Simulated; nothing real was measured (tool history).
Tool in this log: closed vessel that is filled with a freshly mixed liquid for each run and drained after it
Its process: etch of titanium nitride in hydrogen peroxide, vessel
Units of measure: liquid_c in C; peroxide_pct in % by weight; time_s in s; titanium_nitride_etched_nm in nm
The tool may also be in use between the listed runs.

| run | day | liquid_c | peroxide_pct | time_s | titanium_nitride_etched_nm |
|---|---|---|---|---|---|
| 1 | 0.000 | 57.0 | 20.0 | 700 | 28.891 |
| 2 | 0.279 | 53.0 | 20.0 | 700 | 21.867 |
| 3 | 0.533 | 55.5 | 20.0 | 700 | 26.084 |
| 4 | 0.767 | 57.5 | 20.0 | 700 | 30.102 |
| 5 | 0.996 | 57.5 | 20.0 | 745 | 32.017 |
| 6 | 1.104 | 57.5 | 20.0 | 745 | 32.114 |

Forecast run 7:
| 7 | 1.200 | 59.0 | 20.0 | 745 | ? |

Run 7 measured titanium_nitride_etched_nm 35.383 nm.
